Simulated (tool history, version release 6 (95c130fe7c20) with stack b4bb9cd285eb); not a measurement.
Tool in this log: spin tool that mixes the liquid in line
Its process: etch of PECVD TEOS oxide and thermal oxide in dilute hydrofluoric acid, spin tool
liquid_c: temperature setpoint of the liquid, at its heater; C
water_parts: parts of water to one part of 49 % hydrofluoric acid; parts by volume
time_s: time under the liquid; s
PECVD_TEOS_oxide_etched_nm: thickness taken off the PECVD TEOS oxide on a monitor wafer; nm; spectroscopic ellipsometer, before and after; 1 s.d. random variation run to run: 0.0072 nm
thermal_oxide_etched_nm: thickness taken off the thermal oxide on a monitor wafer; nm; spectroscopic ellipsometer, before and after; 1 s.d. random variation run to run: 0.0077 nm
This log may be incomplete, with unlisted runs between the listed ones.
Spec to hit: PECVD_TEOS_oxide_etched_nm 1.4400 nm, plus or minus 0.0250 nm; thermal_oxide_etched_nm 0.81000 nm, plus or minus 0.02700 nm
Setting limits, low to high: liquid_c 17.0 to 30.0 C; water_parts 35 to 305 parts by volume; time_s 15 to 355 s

| run | hour | liquid_c | water_parts | time_s | PECVD_TEOS_oxide_etched_nm | thermal_oxide_etched_nm |
|---|---|---|---|---|---|---|
| 1 | 0.0 | 22.0 | 170 | 180 | 7.6425 | 4.28360 |
| 2 | 0.7 | 20.5 | 210 | 150 | 4.6362 | 2.63380 |
| 3 | 4.9 | 21.5 | 210 | 150 | 4.8174 | 2.72440 |
| 4 | 13.6 | 20.0 | 240 | 130 | 3.3572 | 1.90560 |
| 5 | 17.2 | 20.0 | 240 | 65 | 1.6886 | 0.95095 |
| 6 | 20.1 | 20.0 | 240 | 90 | 2.3338 | 1.29790 |
| 7 | 28.6 | 19.0 | 260 | 90 | 2.0283 | 1.15360 |
| 8 | 35.3 | 19.0 | 275 | 85 | 1.7844 | 1.01690 |
| 9 | 44.2 | 18.5 | 285 | 85 | 1.6760 | 0.94724 |
| 10 | 51.3 | 18.0 | 290 | 85 | 1.6124 | 0.90178 |

Which one of the following 4 next-run settings gets every result inside its allowed miss? There is exactly one.
| A | 58.4 | 18.0 | 290 | 80 | ? | ? |
| B | 58.4 | 23.0 | 300 | 70 | ? | ? |
| C | 58.4 | 17.0 | 240 | 65 | ? | ? |
| D | 58.4 | 18.5 | 290 | 75 | ? | ? |

| move | PECVD_TEOS_oxide_etched_nm | thermal_oxide_etched_nm |
|---|---|---|
| A | 1.5264 | 0.85429 |
| B | 1.5347 | 0.85893 |
| C | 1.5063 | 0.84307 |
| D | 1.4581 | 0.81605 |
A: moves toward the targets from the last run without getting all of them in spec
B: moves toward the targets from the last run without getting all of them in spec
C: moves toward the targets from the last run without getting all of them in spec
D: meets every target
The right move is D.
